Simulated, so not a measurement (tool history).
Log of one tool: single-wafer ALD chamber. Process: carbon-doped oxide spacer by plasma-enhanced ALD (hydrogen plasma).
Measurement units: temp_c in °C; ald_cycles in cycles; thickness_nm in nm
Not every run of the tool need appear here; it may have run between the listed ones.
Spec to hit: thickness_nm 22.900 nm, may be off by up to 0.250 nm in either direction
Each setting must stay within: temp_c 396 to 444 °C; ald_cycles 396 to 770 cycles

| run | hour | temp_c | ald_cycles | thickness_nm |
|---|---|---|---|---|
| 1 | 0.0 | 420 | 583 | 30.910 |
| 2 | 1.0 | 413 | 583 | 31.481 |
| 3 | 6.8 | 423 | 583 | 30.616 |
| 4 | 12.2 | 426 | 554 | 28.763 |
| 5 | 19.8 | 426 | 472 | 24.473 |
| 6 | 21.9 | 419 | 472 | 25.050 |
| 7 | 28.9 | 423 | 469 | 24.591 |
| 8 | 29.5 | 426 | 467 | 24.301 |

Pick the move, out of 5, that brings all results within their allowed miss; only one does.
| A | 30.1 | 425 | 476 | ? |
| B | 30.1 | 410 | 419 | ? |
| C | 30.1 | 414 | 455 | ? |
| D | 30.1 | 427 | 516 | ? |
| E | 30.1 | 412 | 479 | ? |

| move | thickness_nm |
|---|---|
| A | 24.760 |
| B | 22.736 |
| C | 24.417 |
| D | 26.686 |
| E | 25.848 |
A: moves away from the targets compared with the last run
B: all results land within tolerance of their targets
C: moves away from the targets compared with the last run
D: moves away from the targets compared with the last run
E: moves away from the targets compared with the last run
Answer: B
